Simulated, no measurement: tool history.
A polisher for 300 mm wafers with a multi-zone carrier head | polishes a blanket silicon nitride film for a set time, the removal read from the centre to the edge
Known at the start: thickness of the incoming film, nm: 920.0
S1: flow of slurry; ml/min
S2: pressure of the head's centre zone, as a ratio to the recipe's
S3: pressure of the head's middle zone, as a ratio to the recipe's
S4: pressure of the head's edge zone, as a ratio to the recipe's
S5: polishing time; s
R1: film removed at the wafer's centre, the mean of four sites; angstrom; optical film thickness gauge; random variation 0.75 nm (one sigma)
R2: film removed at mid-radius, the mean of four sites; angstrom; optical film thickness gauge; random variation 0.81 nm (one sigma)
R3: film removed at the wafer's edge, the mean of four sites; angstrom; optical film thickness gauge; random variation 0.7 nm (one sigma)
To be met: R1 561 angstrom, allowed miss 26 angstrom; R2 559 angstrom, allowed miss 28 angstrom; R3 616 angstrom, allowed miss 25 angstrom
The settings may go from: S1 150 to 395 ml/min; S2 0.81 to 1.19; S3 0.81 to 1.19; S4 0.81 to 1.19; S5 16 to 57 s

run    day   S1    S2    S3    S4  S5      R1      R2      R3
  1      0  250     1     1     1  36  750.97  765.04  746.25
  2  0.121  250  0.94     1     1  36  718.53  763.54  738.25
  3  0.262  250  0.94     1  0.96  36  728.74  757.76  719.95
  4  0.288  245  0.93  0.98  0.97  35  689.23  723.41  707.48
  5  0.596  245  0.93  0.98  0.97  26  512.61  550.63  540.13
  6  0.854  245  0.93  0.98  0.97  21  411.26  443.94  416.03
  7  0.983  235  0.96  0.92  1.07  30  597.82  606.64  633.44
  8  1.183  235  0.95  0.91  1.07  30  584.63  592.46  623.28
  9  1.417  235  0.95   0.9  1.07  30  597.56  576.97  637.48
 10  1.633  235  0.94   0.9  1.07  30  589.49  587.09  637.97
 11  1.975  235  0.94   0.9  1.07  30  595.92  587.56  625.57

Which of these 4 next moves meets every target?
  A  2.317  240  0.92  0.86  1.08  29   ?   ?   ?
  B  2.317  240  0.97  0.89  0.98  32   ?   ?   ?
  C  2.317  185   0.9  0.97  0.97  31   ?   ?   ?
  D  2.317  225     1  0.99  0.88  30   ?   ?   ?

move      R1      R2      R3
   A  559.77  562.82  617.61
   B  651.65  637.16  655.26
   C  559.58   633.1  612.91
   D  624.12   642.2  585.23
A: meets every target
B: further off than the last run
C: brings the result that was furthest off to its target, and leaves another outside
D: further off than the last run
Answer: A
